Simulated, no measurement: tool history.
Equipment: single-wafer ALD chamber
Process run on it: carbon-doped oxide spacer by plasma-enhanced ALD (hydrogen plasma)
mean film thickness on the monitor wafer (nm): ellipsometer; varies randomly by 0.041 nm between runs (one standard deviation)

run,hour,heater temperature setpoint (K),number of ALD cycles (cycles),mean film thickness on the monitor wafer (nm)
1,0,693.15,553,25.589
2,2,693.15,602,27.978
3,6.2,693.15,566,26.237
4,10.8,693.15,621,28.905
5,19.8,693.15,685,31.824
6,29.5,697.15,622,28.53
7,36,709.15,534,23.749
8,38.7,710.15,507,22.386

Forecast run 9:
9,40.5,716.15,419,?

{"run 9": {"mean film thickness on the monitor wafer (nm)": 18.196}}
